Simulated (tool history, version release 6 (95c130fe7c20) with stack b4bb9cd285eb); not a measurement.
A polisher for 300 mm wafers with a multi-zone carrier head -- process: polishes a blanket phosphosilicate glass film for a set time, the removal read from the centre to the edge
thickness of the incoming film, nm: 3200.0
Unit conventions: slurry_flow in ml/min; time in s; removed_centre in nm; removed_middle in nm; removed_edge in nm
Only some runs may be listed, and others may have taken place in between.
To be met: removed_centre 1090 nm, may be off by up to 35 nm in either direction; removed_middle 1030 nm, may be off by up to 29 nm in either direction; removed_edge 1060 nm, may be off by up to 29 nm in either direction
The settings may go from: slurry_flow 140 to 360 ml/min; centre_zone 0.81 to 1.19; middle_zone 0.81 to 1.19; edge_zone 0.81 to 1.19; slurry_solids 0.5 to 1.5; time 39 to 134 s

{"run": 1, "hour": 0.0, "slurry_flow": 230, "centre_zone": 1, "middle_zone": 1, "edge_zone": 1, "slurry_solids": 1, "time": 86, "removed_centre": 1373.5, "removed_middle": 1293.5, "removed_edge": 1369.2}
{"run": 2, "hour": 4.2, "slurry_flow": 230, "centre_zone": 1, "middle_zone": 1, "edge_zone": 1, "slurry_solids": 1.2, "time": 86, "removed_centre": 1511.8, "removed_middle": 1431.3, "removed_edge": 1475.7}
{"run": 3, "hour": 10.4, "slurry_flow": 230, "centre_zone": 1, "middle_zone": 1, "edge_zone": 0.98, "slurry_solids": 1.15, "time": 86, "removed_centre": 1468.9, "removed_middle": 1405.8, "removed_edge": 1435.3}
{"run": 4, "hour": 17.6, "slurry_flow": 230, "centre_zone": 1, "middle_zone": 0.99, "edge_zone": 0.96, "slurry_solids": 1.1, "time": 86, "removed_centre": 1454.4, "removed_middle": 1350.1, "removed_edge": 1398.9}
{"run": 5, "hour": 23.1, "slurry_flow": 230, "centre_zone": 0.99, "middle_zone": 0.99, "edge_zone": 0.94, "slurry_solids": 1.05, "time": 86, "removed_centre": 1385.8, "removed_middle": 1339.9, "removed_edge": 1344.8}
{"run": 6, "hour": 30.4, "slurry_flow": 225, "centre_zone": 0.99, "middle_zone": 0.98, "edge_zone": 0.93, "slurry_solids": 1, "time": 86, "removed_centre": 1358.2, "removed_middle": 1272.3, "removed_edge": 1305.4}
{"run": 7, "hour": 35.6, "slurry_flow": 225, "centre_zone": 0.99, "middle_zone": 0.98, "edge_zone": 0.93, "slurry_solids": 1, "time": 86, "removed_centre": 1362.7, "removed_middle": 1265.8, "removed_edge": 1297.4}
{"run": 8, "hour": 41.9, "slurry_flow": 220, "centre_zone": 0.98, "middle_zone": 0.97, "edge_zone": 0.92, "slurry_solids": 0.95, "time": 86, "removed_centre": 1305.1, "removed_middle": 1242.4, "removed_edge": 1257.2}
{"run": 9, "hour": 44.7, "slurry_flow": 215, "centre_zone": 0.97, "middle_zone": 0.95, "edge_zone": 0.91, "slurry_solids": 0.95, "time": 86, "removed_centre": 1280.7, "removed_middle": 1218.6, "removed_edge": 1253.9}

Consider the 4 candidate settings below. Which is the only one whose results all fall within their allowed miss of target?
{"run": "A", "hour": 47.5, "slurry_flow": 185, "centre_zone": 0.87, "middle_zone": 0.93, "edge_zone": 1.02, "slurry_solids": 0.95, "time": 76, "removed_centre": "?", "removed_middle": "?", "removed_edge": "?"}
{"run": "B", "hour": 47.5, "slurry_flow": 210, "centre_zone": 0.9, "middle_zone": 0.98, "edge_zone": 0.96, "slurry_solids": 0.9, "time": 74, "removed_centre": "?", "removed_middle": "?", "removed_edge": "?"}
{"run": "C", "hour": 47.5, "slurry_flow": 280, "centre_zone": 0.99, "middle_zone": 0.99, "edge_zone": 0.99, "slurry_solids": 1.1, "time": 64, "removed_centre": "?", "removed_middle": "?", "removed_edge": "?"}
{"run": "D", "hour": 47.5, "slurry_flow": 165, "centre_zone": 0.93, "middle_zone": 0.95, "edge_zone": 0.89, "slurry_solids": 1, "time": 78, "removed_centre": "?", "removed_middle": "?", "removed_edge": "?"}

move=A removed_centre=1002.3 removed_middle=1032.7 removed_edge=1146.8
move=B removed_centre=1002.5 removed_middle=1035.2 removed_edge=1069.1
move=C removed_centre=1097.8 removed_middle=1037.8 removed_edge=1070.1
move=D removed_centre=1098.3 removed_middle=1081 removed_edge=1115.3
A: closer than the last run, but not yet in spec
B: brings the last run's worst result on target, with another outside its allowed miss
C: meets every target
D: closer than the last run, but not yet in spec
C meets every target.
